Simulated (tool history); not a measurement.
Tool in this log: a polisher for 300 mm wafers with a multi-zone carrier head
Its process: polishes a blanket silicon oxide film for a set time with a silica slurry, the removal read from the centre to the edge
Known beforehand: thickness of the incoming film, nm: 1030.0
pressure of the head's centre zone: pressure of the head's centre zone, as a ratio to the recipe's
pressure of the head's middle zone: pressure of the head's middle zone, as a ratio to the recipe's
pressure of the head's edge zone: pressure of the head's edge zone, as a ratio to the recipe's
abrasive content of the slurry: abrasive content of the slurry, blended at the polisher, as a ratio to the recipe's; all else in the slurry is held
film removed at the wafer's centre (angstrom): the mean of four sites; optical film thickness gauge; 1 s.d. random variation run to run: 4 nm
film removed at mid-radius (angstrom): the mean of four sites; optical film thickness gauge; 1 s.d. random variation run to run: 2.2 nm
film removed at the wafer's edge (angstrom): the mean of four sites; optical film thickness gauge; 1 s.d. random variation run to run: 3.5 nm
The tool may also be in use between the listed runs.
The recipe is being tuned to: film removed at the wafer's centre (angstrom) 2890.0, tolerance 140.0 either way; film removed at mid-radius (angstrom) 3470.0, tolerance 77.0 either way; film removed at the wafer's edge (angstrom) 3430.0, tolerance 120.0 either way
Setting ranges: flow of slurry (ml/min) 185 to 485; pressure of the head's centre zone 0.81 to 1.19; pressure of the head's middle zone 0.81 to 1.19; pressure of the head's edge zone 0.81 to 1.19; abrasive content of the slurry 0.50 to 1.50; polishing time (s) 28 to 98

run	day	flow of slurry (ml/min)	pressure of the head's centre zone	pressure of the head's middle zone	pressure of the head's edge zone	abrasive content of the slurry	polishing time (s)	film removed at the wafer's centre (angstrom)	film removed at mid-radius (angstrom)	film removed at the wafer's edge (angstrom)
1	0.000	310	1.00	1.00	1.00	1.00	63	2897.2	2900.7	3015.7
2	0.146	310	1.00	1.00	1.00	1.00	49	2218.4	2257.8	2282.0
3	0.283	315	0.98	1.04	1.05	1.15	51	2368.7	2585.3	2516.1
4	0.375	315	0.98	1.01	1.05	1.15	51	2459.0	2521.1	2617.1
5	0.425	320	0.95	1.04	1.08	1.25	53	2438.2	2777.4	2803.6
6	0.675	320	0.95	1.04	1.00	1.25	53	2456.8	2778.5	2683.8
7	1.012	325	0.95	1.05	1.04	1.35	55	2635.2	2967.0	2980.4
8	1.100	365	0.98	1.15	1.14	1.50	55	2838.5	3346.4	3231.7
9	1.383	365	0.98	1.15	1.15	1.50	56	2843.6	3423.7	3216.7
10	1.683	375	0.95	1.09	1.19	1.50	60	3052.0	3481.2	3574.3
11	1.908	375	0.94	1.10	1.18	1.50	60	3116.5	3516.7	3538.0
12	2.108	360	0.92	1.11	1.18	1.50	60	2949.7	3559.1	3536.3
13	2.292	360	0.92	1.11	1.17	1.50	60	2991.0	3545.3	3547.9
14	2.592	360	0.92	1.11	1.16	1.50	60	2918.5	3568.4	3519.7

Next run, 4 choices. One meets every target within its allowed miss, the rest don't. Which?
A	2.892	455	0.90	1.12	1.12	1.35	64	?	?	?
B	2.892	380	0.91	1.12	1.12	1.50	61	?	?	?
C	2.892	265	0.88	1.07	1.17	1.50	62	?	?	?
D	2.892	355	0.91	1.10	1.12	1.40	61	?	?	?

move	film removed at the wafer's centre (angstrom)	film removed at mid-radius (angstrom)	film removed at the wafer's edge (angstrom)
A	2995.7	3728.9	3563.2
B	2967.1	3655.7	3500.9
C	2850.3	3507.1	3586.2
D	2883.5	3501.9	3407.9
A: moves away from the targets compared with the last run
B: moves away from the targets compared with the last run
C: puts the biggest miss on target and leaves a different result outside tolerance
D: all results land within tolerance of their targets
Go with D: it meets all targets.
